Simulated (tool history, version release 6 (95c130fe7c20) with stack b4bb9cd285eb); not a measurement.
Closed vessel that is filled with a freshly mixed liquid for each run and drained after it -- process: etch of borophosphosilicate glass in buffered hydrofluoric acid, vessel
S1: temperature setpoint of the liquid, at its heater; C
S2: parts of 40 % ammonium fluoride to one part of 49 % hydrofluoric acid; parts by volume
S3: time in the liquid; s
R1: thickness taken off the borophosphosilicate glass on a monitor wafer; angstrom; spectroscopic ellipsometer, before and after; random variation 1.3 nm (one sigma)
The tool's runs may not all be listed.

{"run": 1, "hour": 0.0, "S1": 23.0, "S2": 19.0, "S3": 85, "R1": 1141.9}
{"run": 2, "hour": 4.4, "S1": 19.5, "S2": 19.0, "S3": 85, "R1": 936.51}
{"run": 3, "hour": 11.8, "S1": 17.5, "S2": 19.0, "S3": 85, "R1": 834.18}
{"run": 4, "hour": 17.0, "S1": 20.5, "S2": 17.0, "S3": 85, "R1": 1097.1}
{"run": 5, "hour": 26.1, "S1": 23.0, "S2": 16.0, "S3": 85, "R1": 1348.5}
{"run": 6, "hour": 33.1, "S1": 23.0, "S2": 12.5, "S3": 85, "R1": 1713.2}

Run 7 comes next. What will it give?
{"run": 7, "hour": 38.1, "S1": 24.5, "S2": 12.5, "S3": 85, "R1": "?"}

{"run 7": {"R1": 1857.8}}
